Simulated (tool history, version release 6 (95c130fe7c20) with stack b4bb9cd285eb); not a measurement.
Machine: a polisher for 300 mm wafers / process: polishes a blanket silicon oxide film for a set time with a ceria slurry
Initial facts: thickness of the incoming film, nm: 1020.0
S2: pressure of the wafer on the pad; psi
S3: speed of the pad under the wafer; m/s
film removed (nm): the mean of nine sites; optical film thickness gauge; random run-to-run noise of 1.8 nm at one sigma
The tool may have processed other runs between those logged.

Run 1, hour 0: flow of slurry (ml/min) 235, S2 3.2 psi, S3 1 m/s, polishing time (s) 96. Result: film removed (nm) 379.68.
Run 2, hour 8.8: flow of slurry (ml/min) 235, S2 2.6 psi, S3 0.98 m/s, polishing time (s) 96. Result: film removed (nm) 300.31.
Run 3, hour 13: flow of slurry (ml/min) 235, S2 2.6 psi, S3 0.98 m/s, polishing time (s) 96. Result: film removed (nm) 309.
Run 4, hour 21.3: flow of slurry (ml/min) 235, S2 3 psi, S3 0.98 m/s, polishing time (s) 96. Result: film removed (nm) 356.94.
Run 5, hour 27: flow of slurry (ml/min) 235, S2 2.5 psi, S3 0.98 m/s, polishing time (s) 96. Result: film removed (nm) 292.71.
Run 6, hour 27.6: flow of slurry (ml/min) 235, S2 2.2 psi, S3 0.98 m/s, polishing time (s) 96. Result: film removed (nm) 260.75.
Run 7, hour 35.7: flow of slurry (ml/min) 235, S2 2 psi, S3 0.98 m/s, polishing time (s) 96. Result: film removed (nm) 239.29.

Predict the results of run 8:
Run 8, hour 42.1: flow of slurry (ml/min) 235, S2 1.8 psi, S3 0.98 m/s, polishing time (s) 96. Result: film removed (nm) ?.

For run 8 the tool returned film removed (nm) 218.18.
